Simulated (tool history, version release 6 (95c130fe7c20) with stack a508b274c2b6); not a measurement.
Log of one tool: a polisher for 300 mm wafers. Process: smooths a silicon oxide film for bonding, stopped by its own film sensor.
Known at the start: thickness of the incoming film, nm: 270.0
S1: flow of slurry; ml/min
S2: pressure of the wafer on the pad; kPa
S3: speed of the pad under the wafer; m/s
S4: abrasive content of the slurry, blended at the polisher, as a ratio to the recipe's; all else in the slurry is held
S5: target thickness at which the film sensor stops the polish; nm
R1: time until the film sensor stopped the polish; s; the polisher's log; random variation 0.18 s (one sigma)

{"run": 1, "hour": 0.0, "S1": 285, "S2": 17.9, "S3": 0.8, "S4": 1.0, "S5": 248, "R1": 27.326}
{"run": 2, "hour": 6.2, "S1": 285, "S2": 20.0, "S3": 0.8, "S4": 1.0, "S5": 248, "R1": 24.664}
{"run": 3, "hour": 9.7, "S1": 285, "S2": 20.0, "S3": 0.8, "S4": 1.0, "S5": 248, "R1": 24.982}
{"run": 4, "hour": 11.9, "S1": 285, "S2": 20.0, "S3": 0.9, "S4": 1.0, "S5": 248, "R1": 22.282}
{"run": 5, "hour": 18.0, "S1": 285, "S2": 21.4, "S3": 0.9, "S4": 1.0, "S5": 248, "R1": 21.243}
{"run": 6, "hour": 22.7, "S1": 285, "S2": 21.4, "S3": 0.9, "S4": 1.2, "S5": 248, "R1": 19.985}
{"run": 7, "hour": 30.4, "S1": 285, "S2": 22.1, "S3": 0.9, "S4": 1.2, "S5": 248, "R1": 19.697}
{"run": 8, "hour": 35.1, "S1": 285, "S2": 22.8, "S3": 0.9, "S4": 1.2, "S5": 248, "R1": 18.56}

The next listed run, before its measurement:
{"run": 9, "hour": 43.4, "S1": 285, "S2": 23.4, "S3": 0.9, "S4": 1.2, "S5": 248, "R1": "?"}

Run 9 gave R1 18.305 s.
